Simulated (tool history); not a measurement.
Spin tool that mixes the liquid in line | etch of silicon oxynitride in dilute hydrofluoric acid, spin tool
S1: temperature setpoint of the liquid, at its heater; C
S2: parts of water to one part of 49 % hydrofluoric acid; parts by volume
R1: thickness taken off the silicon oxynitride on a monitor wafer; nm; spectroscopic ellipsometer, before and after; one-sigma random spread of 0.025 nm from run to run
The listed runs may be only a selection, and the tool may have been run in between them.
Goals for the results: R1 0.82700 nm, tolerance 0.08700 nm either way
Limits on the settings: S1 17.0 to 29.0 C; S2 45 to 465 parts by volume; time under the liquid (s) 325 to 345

run 1 hour=0.0 | S1=21.0 S2=255 time_under_the_liquid_(s)=325 | R1=1.48810
run 2 hour=4.9 | S1=20.5 S2=280 time_under_the_liquid_(s)=325 | R1=1.25390
run 3 hour=13.1 | S1=20.0 S2=295 time_under_the_liquid_(s)=325 | R1=1.18120
run 4 hour=17.1 | S1=17.0 S2=295 time_under_the_liquid_(s)=325 | R1=1.06960
run 5 hour=19.7 | S1=17.0 S2=295 time_under_the_liquid_(s)=325 | R1=1.07010
run 6 hour=27.1 | S1=18.5 S2=295 time_under_the_liquid_(s)=325 | R1=1.07490
run 7 hour=35.5 | S1=18.5 S2=305 time_under_the_liquid_(s)=325 | R1=1.07790
run 8 hour=41.6 | S1=18.5 S2=320 time_under_the_liquid_(s)=325 | R1=1.02590
run 9 hour=44.1 | S1=18.5 S2=330 time_under_the_liquid_(s)=325 | R1=0.98552
run 10 hour=49.4 | S1=18.5 S2=340 time_under_the_liquid_(s)=325 | R1=0.90064
run 11 hour=51.5 | S1=18.5 S2=345 time_under_the_liquid_(s)=325 | R1=0.91226

Which single option among these 5 for the next run brings every result within its allowed miss of target? Just one does.
run A hour=53.6 | S1=17.0 S2=305 time_under_the_liquid_(s)=345 | R1=?
run B hour=53.6 | S1=20.0 S2=385 time_under_the_liquid_(s)=325 | R1=?
run C hour=53.6 | S1=21.0 S2=365 time_under_the_liquid_(s)=345 | R1=?
run D hour=53.6 | S1=17.5 S2=425 time_under_the_liquid_(s)=325 | R1=?
run E hour=53.6 | S1=20.0 S2=355 time_under_the_liquid_(s)=345 | R1=?

move=A R1=1.05870
move=B R1=0.86322
move=C R1=1.02040
move=D R1=0.68717
move=E R1=1.01090
A: misses by more than the last run did
B: all results land within tolerance of their targets
C: misses by more than the last run did
D: takes the result that was furthest off past its target
E: misses by more than the last run did
The right move is B.
